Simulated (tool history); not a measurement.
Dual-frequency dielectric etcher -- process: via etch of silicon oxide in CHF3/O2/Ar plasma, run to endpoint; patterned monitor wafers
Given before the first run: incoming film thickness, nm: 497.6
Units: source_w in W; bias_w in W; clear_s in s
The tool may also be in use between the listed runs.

{"run": 1, "hour": 0.0, "source_w": 540, "bias_w": 217, "clear_s": 242.46}
{"run": 2, "hour": 4.3, "source_w": 510, "bias_w": 211, "clear_s": 249.88}
{"run": 3, "hour": 5.5, "source_w": 490, "bias_w": 206, "clear_s": 253.19}
{"run": 4, "hour": 13.9, "source_w": 470, "bias_w": 199, "clear_s": 262.1}
{"run": 5, "hour": 17.4, "source_w": 450, "bias_w": 196, "clear_s": 268.69}
{"run": 6, "hour": 24.3, "source_w": 450, "bias_w": 182, "clear_s": 274.89}
{"run": 7, "hour": 32.9, "source_w": 440, "bias_w": 181, "clear_s": 277.04}
{"run": 8, "hour": 41.2, "source_w": 430, "bias_w": 180, "clear_s": 280.57}
{"run": 9, "hour": 47.5, "source_w": 420, "bias_w": 179, "clear_s": 282.03}

What will run 10 give?
{"run": 10, "hour": 51.5, "source_w": 410, "bias_w": 178, "clear_s": "?"}

Run 10 came out at clear_s 287.49 s.
